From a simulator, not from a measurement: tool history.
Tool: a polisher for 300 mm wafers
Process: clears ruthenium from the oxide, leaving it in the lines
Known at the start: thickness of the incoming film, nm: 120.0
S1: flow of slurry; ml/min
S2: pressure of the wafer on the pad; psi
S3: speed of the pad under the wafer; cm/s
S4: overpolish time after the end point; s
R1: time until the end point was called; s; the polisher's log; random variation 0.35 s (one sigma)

| run | day | S1 | S2 | S3 | S4 | R1 |
|---|---|---|---|---|---|---|
| 1 | 0 | 265 | 2.2 | 118 | 51 | 66.15 |
| 2 | 0.033 | 265 | 2.2 | 92 | 51 | 80.736 |
| 3 | 0.292 | 270 | 2.5 | 98 | 51 | 68.946 |
| 4 | 0.367 | 270 | 2.7 | 106 | 51 | 61.789 |
| 5 | 0.6 | 215 | 2.7 | 106 | 51 | 62.205 |
| 6 | 0.779 | 215 | 2.2 | 106 | 51 | 74.849 |
| 7 | 1.008 | 225 | 2.5 | 114 | 51 | 63.174 |
| 8 | 1.329 | 235 | 2.7 | 120 | 51 | 56.175 |
| 9 | 1.638 | 240 | 2.9 | 126 | 51 | 49.379 |

The next listed run, before its measurement:
| 10 | 1.996 | 245 | 3 | 130 | 51 | ? |

Run 10 gave R1 47.677 s.
